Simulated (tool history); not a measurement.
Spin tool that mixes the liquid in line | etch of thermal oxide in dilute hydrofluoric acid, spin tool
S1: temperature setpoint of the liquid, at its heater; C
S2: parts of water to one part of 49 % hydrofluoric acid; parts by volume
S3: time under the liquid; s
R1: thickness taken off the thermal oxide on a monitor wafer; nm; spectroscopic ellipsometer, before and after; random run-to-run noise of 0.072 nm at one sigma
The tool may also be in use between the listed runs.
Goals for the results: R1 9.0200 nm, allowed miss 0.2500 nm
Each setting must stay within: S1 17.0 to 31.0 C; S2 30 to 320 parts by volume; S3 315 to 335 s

run,day,S1,S2,S3,R1
1,0.000,23.0,175,315,6.3224
2,0.333,19.5,175,315,5.5469
3,0.604,22.0,170,315,6.2977
4,0.954,19.5,170,315,5.7913
5,1.058,21.5,170,315,6.2455
# day 1.392: hydrofluoric acid flow meter replaced
6,1.392,23.5,170,315,7.8157
7,1.617,24.0,170,315,7.9316
8,1.650,24.5,170,315,8.0065

Of the 4 settings listed for the next run, only one would bring every result within its allowed miss of target. Which one?
A,1.683,28.0,180,330,?
B,1.683,22.5,185,335,?
C,1.683,26.0,165,335,?
D,1.683,23.0,185,320,?

move,R1
A,9.0699
B,7.2719
C,9.5059
D,7.0790
A: every result lands within tolerance
B: further off than the last run
C: moves the result that the last run missed by most past its target, out the other side
D: further off than the last run
Correct choice: A, which meets every target

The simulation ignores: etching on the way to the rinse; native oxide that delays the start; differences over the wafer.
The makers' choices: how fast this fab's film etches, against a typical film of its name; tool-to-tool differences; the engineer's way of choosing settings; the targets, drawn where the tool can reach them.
